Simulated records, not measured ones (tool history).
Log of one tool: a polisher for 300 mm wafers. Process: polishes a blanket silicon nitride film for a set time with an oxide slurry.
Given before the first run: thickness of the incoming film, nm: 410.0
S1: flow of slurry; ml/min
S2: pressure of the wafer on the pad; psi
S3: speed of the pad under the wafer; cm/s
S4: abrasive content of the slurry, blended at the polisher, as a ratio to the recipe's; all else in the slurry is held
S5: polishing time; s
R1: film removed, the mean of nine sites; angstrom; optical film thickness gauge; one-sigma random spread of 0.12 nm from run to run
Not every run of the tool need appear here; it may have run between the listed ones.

run	hour	S1	S2	S3	S4	S5	R1
1	0.0	210	2.8	90	1.0	65	330.31
2	4.1	210	2.2	90	1.0	65	261.31
3	9.7	210	2.2	112	1.0	65	303.84
4	11.6	205	1.9	98	1.0	65	243.02
5	13.8	205	1.9	98	0.8	65	220.90
6	16.2	205	1.9	98	0.8	65	219.73
7	24.3	200	1.7	94	0.8	65	192.35
8	27.9	185	1.6	94	0.8	65	179.13
9	36.1	170	1.6	94	0.8	65	177.61
10	37.0	160	1.5	94	0.8	65	165.05
11	43.1	150	1.5	94	0.8	65	165.96
12	45.6	145	1.5	94	0.8	65	161.65
13	53.2	140	1.5	94	0.8	65	164.75
14	57.1	135	1.5	94	0.8	65	162.20

Expected results for the next run?
15	59.1	130	1.5	94	0.8	65	?

{"run 15": {"R1": 161.33}}
